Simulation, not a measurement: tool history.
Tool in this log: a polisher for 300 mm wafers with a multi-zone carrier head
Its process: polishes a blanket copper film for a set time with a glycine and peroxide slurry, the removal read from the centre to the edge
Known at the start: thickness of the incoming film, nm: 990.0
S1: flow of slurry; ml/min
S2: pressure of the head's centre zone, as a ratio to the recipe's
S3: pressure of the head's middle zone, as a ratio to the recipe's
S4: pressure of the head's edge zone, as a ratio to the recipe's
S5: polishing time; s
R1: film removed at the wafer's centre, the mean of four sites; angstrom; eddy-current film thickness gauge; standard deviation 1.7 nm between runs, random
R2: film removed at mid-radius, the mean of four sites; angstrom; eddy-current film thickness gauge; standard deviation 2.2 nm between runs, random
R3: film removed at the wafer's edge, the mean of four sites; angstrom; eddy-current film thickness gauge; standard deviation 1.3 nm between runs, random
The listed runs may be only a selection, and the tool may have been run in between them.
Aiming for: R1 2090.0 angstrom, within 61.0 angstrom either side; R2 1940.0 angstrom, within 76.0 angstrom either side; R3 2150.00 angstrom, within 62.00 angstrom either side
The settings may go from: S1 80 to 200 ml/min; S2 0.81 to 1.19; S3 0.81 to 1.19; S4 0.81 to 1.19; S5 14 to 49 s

{"run": 1, "hour": 0.0, "S1": 130, "S2": 1.0, "S3": 1.0, "S4": 1.0, "S5": 31, "R1": 1671.0, "R2": 1611.5, "R3": 1654.2}
{"run": 2, "hour": 4.5, "S1": 135, "S2": 1.0, "S3": 1.0, "S4": 1.03, "S5": 32, "R1": 1735.7, "R2": 1677.9, "R3": 1729.2}
{"run": 3, "hour": 5.7, "S1": 135, "S2": 1.0, "S3": 1.0, "S4": 0.96, "S5": 32, "R1": 1736.6, "R2": 1677.0, "R3": 1694.0}
{"run": 4, "hour": 12.0, "S1": 135, "S2": 1.0, "S3": 1.0, "S4": 0.96, "S5": 24, "R1": 1287.0, "R2": 1259.7, "R3": 1264.1}
{"run": 5, "hour": 18.8, "S1": 135, "S2": 1.0, "S3": 1.0, "S4": 0.96, "S5": 19, "R1": 1009.1, "R2": 1008.8, "R3": 999.35}
{"run": 6, "hour": 26.5, "S1": 135, "S2": 1.05, "S3": 1.0, "S4": 0.96, "S5": 19, "R1": 1075.5, "R2": 1014.9, "R3": 1000.1}
{"run": 7, "hour": 35.0, "S1": 140, "S2": 1.04, "S3": 0.99, "S4": 0.98, "S5": 22, "R1": 1219.9, "R2": 1149.7, "R3": 1171.4}
{"run": 8, "hour": 37.2, "S1": 150, "S2": 1.04, "S3": 0.99, "S4": 1.0, "S5": 24, "R1": 1383.9, "R2": 1297.6, "R3": 1300.4}
{"run": 9, "hour": 42.9, "S1": 155, "S2": 1.03, "S3": 0.98, "S4": 1.02, "S5": 25, "R1": 1419.4, "R2": 1325.3, "R3": 1350.3}
{"run": 10, "hour": 43.6, "S1": 155, "S2": 1.02, "S3": 0.98, "S4": 1.04, "S5": 27, "R1": 1524.6, "R2": 1470.2, "R3": 1473.0}
{"run": 11, "hour": 47.6, "S1": 155, "S2": 1.02, "S3": 0.97, "S4": 1.06, "S5": 28, "R1": 1575.4, "R2": 1491.2, "R3": 1547.8}
{"run": 12, "hour": 49.8, "S1": 155, "S2": 1.02, "S3": 0.96, "S4": 1.07, "S5": 29, "R1": 1625.1, "R2": 1560.2, "R3": 1610.5}
{"run": 13, "hour": 50.4, "S1": 155, "S2": 1.02, "S3": 0.95, "S4": 1.08, "S5": 30, "R1": 1680.6, "R2": 1591.3, "R3": 1683.4}
{"run": 14, "hour": 53.7, "S1": 155, "S2": 1.02, "S3": 0.94, "S4": 1.09, "S5": 31, "R1": 1768.5, "R2": 1579.0, "R3": 1740.6}
{"run": 15, "hour": 54.4, "S1": 155, "S2": 1.02, "S3": 0.94, "S4": 1.1, "S5": 32, "R1": 1770.7, "R2": 1642.8, "R3": 1792.4}

4 next moves are on the table. One of them brings every result within its allowed miss. Which?
{"run": "A", "hour": 55.1, "S1": 120, "S2": 1.0, "S3": 0.94, "S4": 1.09, "S5": 40, "R1": "?", "R2": "?", "R3": "?"}
{"run": "B", "hour": 55.1, "S1": 180, "S2": 1.05, "S3": 1.04, "S4": 1.09, "S5": 35, "R1": "?", "R2": "?", "R3": "?"}
{"run": "C", "hour": 55.1, "S1": 145, "S2": 0.92, "S3": 1.01, "S4": 1.11, "S5": 36, "R1": "?", "R2": "?", "R3": "?"}
{"run": "D", "hour": 55.1, "S1": 110, "S2": 0.88, "S3": 0.83, "S4": 1.17, "S5": 41, "R1": "?", "R2": "?", "R3": "?"}

move=A R1=2117.7 R2=2008.1 R3=2165.10
move=B R1=2091.5 R2=2063.6 R3=1997.80
move=C R1=1877.7 R2=1995.9 R3=2014.00
move=D R1=1938.5 R2=1821.2 R3=2249.70
A: all results land within tolerance of their targets
B: nearer than the last run, and not there yet
C: nearer than the last run, and not there yet
D: the result that was furthest off in the last run now lies on the other side of its target
So the answer is move A, the one that meets all the targets.
